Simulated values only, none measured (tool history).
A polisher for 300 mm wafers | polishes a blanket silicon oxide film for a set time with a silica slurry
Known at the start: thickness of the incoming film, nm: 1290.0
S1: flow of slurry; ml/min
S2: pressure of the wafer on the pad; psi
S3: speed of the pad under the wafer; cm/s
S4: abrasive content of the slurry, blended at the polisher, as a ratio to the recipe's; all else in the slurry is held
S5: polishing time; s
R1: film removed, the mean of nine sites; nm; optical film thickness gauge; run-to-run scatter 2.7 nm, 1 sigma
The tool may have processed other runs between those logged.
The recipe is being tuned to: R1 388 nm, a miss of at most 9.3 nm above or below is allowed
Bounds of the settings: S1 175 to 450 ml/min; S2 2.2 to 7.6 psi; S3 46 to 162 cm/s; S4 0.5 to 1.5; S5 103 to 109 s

run 1 hour=0 | S1=290 S2=4.9 S3=104 S4=1 S5=103 | R1=369.13
run 2 hour=5.2 | S1=290 S2=4.9 S3=104 S4=0.8 S5=103 | R1=344.63
run 3 hour=11 | S1=345 S2=4.9 S3=104 S4=0.8 S5=103 | R1=349.37
run 4 hour=17.3 | S1=345 S2=4.9 S3=86 S4=0.8 S5=103 | R1=299.31
run 5 hour=19.2 | S1=345 S2=5.2 S3=86 S4=0.8 S5=103 | R1=315.43
run 6 hour=25.6 | S1=345 S2=5.4 S3=86 S4=0.8 S5=103 | R1=326.07
-- hour=29.1 head pressure recalibrated
run 7 hour=29.1 | S1=345 S2=5.6 S3=86 S4=0.8 S5=103 | R1=315.56
run 8 hour=36.1 | S1=345 S2=6 S3=88 S4=0.8 S5=103 | R1=338.22
run 9 hour=40 | S1=345 S2=6.3 S3=88 S4=0.8 S5=103 | R1=355.99

Below are 4 possible settings for the next run. Only one of them brings all results inside the allowed miss of their targets. Which is it?
run A hour=43.9 | S1=365 S2=6.6 S3=94 S4=0.85 S5=106 | R1=?
run B hour=43.9 | S1=370 S2=6.4 S3=90 S4=0.85 S5=106 | R1=?
run C hour=43.9 | S1=360 S2=5.9 S3=76 S4=0.8 S5=104 | R1=?
run D hour=43.9 | S1=305 S2=6.5 S3=104 S4=0.85 S5=103 | R1=?

move=A R1=406.38
move=B R1=382.42
move=C R1=299.7
move=D R1=417.44
A: takes the biggest miss from the last run beyond its target
B: hits every target within its allowed miss
C: lands further from the targets than the last run did
D: takes the biggest miss from the last run beyond its target
B is the move that brings every result within its allowed miss.

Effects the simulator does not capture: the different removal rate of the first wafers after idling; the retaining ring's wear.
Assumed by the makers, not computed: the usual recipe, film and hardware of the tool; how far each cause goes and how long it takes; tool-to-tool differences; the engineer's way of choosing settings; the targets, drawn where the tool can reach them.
